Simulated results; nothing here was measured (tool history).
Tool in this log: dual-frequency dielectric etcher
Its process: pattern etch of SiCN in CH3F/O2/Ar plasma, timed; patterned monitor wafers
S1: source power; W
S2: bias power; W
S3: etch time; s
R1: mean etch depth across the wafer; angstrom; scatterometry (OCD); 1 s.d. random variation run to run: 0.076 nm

run	day	S1	S2	S3	R1
1	0	340	104	49.5	194.49
2	0.175	320	104	49.5	190.27
3	0.408	280	104	49.5	181.64
4	0.542	320	105	49.5	191.03
5	0.588	320	94	49.5	183.8
6	0.796	300	94	49.5	178.95

Run 7 is up next; what results do you expect?
7	0.938	340	95	49.5	?

{"run 7": {"R1": 188.74}}
